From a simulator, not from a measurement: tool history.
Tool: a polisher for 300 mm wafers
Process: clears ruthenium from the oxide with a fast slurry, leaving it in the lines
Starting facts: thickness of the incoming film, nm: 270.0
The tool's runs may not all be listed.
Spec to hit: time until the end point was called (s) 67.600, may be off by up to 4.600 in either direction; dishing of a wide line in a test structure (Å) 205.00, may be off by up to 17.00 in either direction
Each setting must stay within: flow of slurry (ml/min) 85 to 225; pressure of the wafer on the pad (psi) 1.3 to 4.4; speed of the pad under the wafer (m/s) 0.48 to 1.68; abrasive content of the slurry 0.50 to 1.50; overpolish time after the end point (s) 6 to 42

run	hour	flow of slurry (ml/min)	pressure of the wafer on the pad (psi)	speed of the pad under the wafer (m/s)	abrasive content of the slurry	overpolish time after the end point (s)	time until the end point was called (s)	dishing of a wide line in a test structure (Å)
1	0.0	145	2.8	1.08	1.00	21	69.434	583.95
2	6.1	145	2.8	1.08	1.20	21	65.073	632.41
3	12.4	145	2.8	1.08	1.20	27	66.049	717.37
4	20.9	145	2.8	1.08	1.35	27	63.684	774.25
5	26.1	145	2.8	1.08	1.20	27	65.139	733.17
6	26.7	145	2.8	1.08	1.20	22	65.907	646.54
7	30.7	145	2.8	1.08	1.05	19	69.532	534.15
8	34.4	145	2.8	1.08	0.95	16	69.422	470.46
9	35.3	145	2.8	1.08	0.85	14	75.240	402.17
10	36.2	145	2.9	1.08	0.75	12	74.948	342.22
11	43.4	145	3.2	1.00	0.70	11	74.762	325.44
12	44.6	150	3.5	0.92	0.65	10	75.283	284.71
13	46.1	190	4.3	0.70	0.50	6	84.155	172.83

Pick the move, out of 4, that brings all results within their allowed miss; only one does.
A	47.6	190	4.4	0.84	0.50	6	?	?
B	47.6	185	3.5	0.50	0.50	12	?	?
C	47.6	195	3.8	0.80	0.60	6	?	?
D	47.6	205	4.2	0.86	0.80	6	?	?

move	time until the end point was called (s)	dishing of a wide line in a test structure (Å)
A	68.222	196.63
B	122.220	217.68
C	75.771	178.32
D	57.919	228.66
A: every result within its allowed miss
B: moves away from the targets compared with the last run
C: better than the last run, though not everything is in spec
D: moves the result that the last run missed by most past its target, out the other side
Correct choice: A, which meets every target

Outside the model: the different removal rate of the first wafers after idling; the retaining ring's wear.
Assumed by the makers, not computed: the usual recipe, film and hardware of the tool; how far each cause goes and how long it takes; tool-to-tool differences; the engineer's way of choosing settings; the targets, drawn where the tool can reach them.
